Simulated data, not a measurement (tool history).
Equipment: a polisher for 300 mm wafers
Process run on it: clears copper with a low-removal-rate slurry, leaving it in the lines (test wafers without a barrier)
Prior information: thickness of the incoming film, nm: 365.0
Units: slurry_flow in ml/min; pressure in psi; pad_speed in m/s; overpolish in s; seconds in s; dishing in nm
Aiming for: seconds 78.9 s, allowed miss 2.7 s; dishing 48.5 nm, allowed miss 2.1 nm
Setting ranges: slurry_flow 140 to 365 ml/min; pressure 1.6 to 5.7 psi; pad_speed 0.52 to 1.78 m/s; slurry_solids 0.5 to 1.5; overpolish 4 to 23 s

run 1 hour=0 | slurry_flow=235 pressure=3.6 pad_speed=1.14 slurry_solids=1 overpolish=12 | seconds=92.154 dishing=32.55
run 2 hour=6.6 | slurry_flow=235 pressure=3.6 pad_speed=0.9 slurry_solids=1 overpolish=12 | seconds=113.05 dishing=27.05
run 3 hour=14.4 | slurry_flow=235 pressure=3.8 pad_speed=0.9 slurry_solids=1 overpolish=12 | seconds=108.89 dishing=28.106
run 4 hour=15 | slurry_flow=235 pressure=3.8 pad_speed=0.9 slurry_solids=1 overpolish=10 | seconds=109.78 dishing=24.408
run 5 hour=18.4 | slurry_flow=235 pressure=3.8 pad_speed=0.9 slurry_solids=0.9 overpolish=10 | seconds=110.13 dishing=23.465
run 6 hour=24.7 | slurry_flow=235 pressure=3.9 pad_speed=0.9 slurry_solids=0.95 overpolish=11 | seconds=108.19 dishing=26.004
run 7 hour=25.6 | slurry_flow=235 pressure=4 pad_speed=0.9 slurry_solids=1 overpolish=12 | seconds=100.75 dishing=30.142
run 8 hour=29.1 | slurry_flow=235 pressure=4.1 pad_speed=0.9 slurry_solids=1 overpolish=12 | seconds=101.1 dishing=29.754
run 9 hour=29.6 | slurry_flow=235 pressure=4.2 pad_speed=0.9 slurry_solids=1.05 overpolish=12 | seconds=96.599 dishing=30.889

Which one of the following 5 next-run settings gets every result inside its allowed miss? There is exactly one.
run A hour=30.1 | slurry_flow=280 pressure=3.4 pad_speed=0.94 slurry_solids=0.9 overpolish=9 | seconds=? dishing=?
run B hour=30.1 | slurry_flow=205 pressure=3.8 pad_speed=0.9 slurry_solids=1.1 overpolish=9 | seconds=? dishing=?
run C hour=30.1 | slurry_flow=240 pressure=3.3 pad_speed=1.02 slurry_solids=1 overpolish=22 | seconds=? dishing=?
run D hour=30.1 | slurry_flow=225 pressure=4.7 pad_speed=1 slurry_solids=1.05 overpolish=13 | seconds=? dishing=?
run E hour=30.1 | slurry_flow=230 pressure=5 pad_speed=0.92 slurry_solids=1.15 overpolish=18 | seconds=? dishing=?

move=A seconds=119.28 dishing=20.442
move=B seconds=109.56 dishing=22.069
move=C seconds=112.13 dishing=43.721
move=D seconds=80.583 dishing=38.534
move=E seconds=80.166 dishing=48.994
A: misses by more than the last run did
B: misses by more than the last run did
C: misses by more than the last run did
D: nearer the targets than the last run, but a result is still out of spec
E: every result within its allowed miss
Go with E: it meets all targets.
